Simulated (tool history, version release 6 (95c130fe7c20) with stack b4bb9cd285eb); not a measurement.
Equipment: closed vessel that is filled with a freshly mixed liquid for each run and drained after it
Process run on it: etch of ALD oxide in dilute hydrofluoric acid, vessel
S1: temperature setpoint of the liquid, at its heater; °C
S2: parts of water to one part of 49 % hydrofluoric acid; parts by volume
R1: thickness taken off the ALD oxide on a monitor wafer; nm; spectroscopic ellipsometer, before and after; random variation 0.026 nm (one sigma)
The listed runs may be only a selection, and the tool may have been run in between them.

Run 1, hour 0: S1 22 °C, S2 185 parts by volume, time in the liquid (s) 120. Result: R1 9.2665 nm.
Run 2, hour 7.7: S1 22 °C, S2 230 parts by volume, time in the liquid (s) 120. Result: R1 7.1597 nm.
Run 3, hour 14.2: S1 21.5 °C, S2 235 parts by volume, time in the liquid (s) 120. Result: R1 6.9225 nm.
Run 4, hour 15.8: S1 21 °C, S2 240 parts by volume, time in the liquid (s) 120. Result: R1 6.5464 nm.
Run 5, hour 24.3: S1 24.5 °C, S2 240 parts by volume, time in the liquid (s) 120. Result: R1 7.3605 nm.
Run 6, hour 25.7: S1 27 °C, S2 240 parts by volume, time in the liquid (s) 120. Result: R1 8.1007 nm.
Run 7, hour 29.6: S1 26 °C, S2 240 parts by volume, time in the liquid (s) 120. Result: R1 7.8889 nm.
Run 8, hour 36.7: S1 25 °C, S2 240 parts by volume, time in the liquid (s) 120. Result: R1 7.5346 nm.
Run 9, hour 42.8: S1 24 °C, S2 240 parts by volume, time in the liquid (s) 120. Result: R1 7.2893 nm.

For run 10, what comes out?
Run 10, hour 49.5: S1 20 °C, S2 255 parts by volume, time in the liquid (s) 120. Result: R1 ?.

{"run 10": {"R1": 5.8532}}

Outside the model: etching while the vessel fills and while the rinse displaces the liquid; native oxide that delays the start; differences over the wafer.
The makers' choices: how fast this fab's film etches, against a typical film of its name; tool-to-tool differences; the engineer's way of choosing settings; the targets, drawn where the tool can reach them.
